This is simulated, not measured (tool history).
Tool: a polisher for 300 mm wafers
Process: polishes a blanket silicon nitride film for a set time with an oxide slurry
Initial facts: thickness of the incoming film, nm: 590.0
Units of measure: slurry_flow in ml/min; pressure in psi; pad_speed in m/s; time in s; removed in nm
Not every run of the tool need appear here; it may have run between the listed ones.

run  hour  slurry_flow  pressure  pad_speed  slurry_solids  time  removed
  1   0.0          280       2.7       0.92            1.0    94   32.163
  2   0.6          280       3.1       0.94            1.0    94   36.088
  3   6.7          280       3.4       1.00            1.0    94   41.395
  4  11.6          280       3.6       1.04            1.0    94   42.678
  5  16.5          280       3.7       1.10            1.0    94   44.099
  6  20.9          280       3.7       1.10            1.1    94   47.501
  7  29.3          280       3.8       1.12            1.1    94   47.729

Run 8 is up next; what results do you expect?
  8  36.9          280       3.9       1.16            1.1    94        ?

removed: 49.607 nm

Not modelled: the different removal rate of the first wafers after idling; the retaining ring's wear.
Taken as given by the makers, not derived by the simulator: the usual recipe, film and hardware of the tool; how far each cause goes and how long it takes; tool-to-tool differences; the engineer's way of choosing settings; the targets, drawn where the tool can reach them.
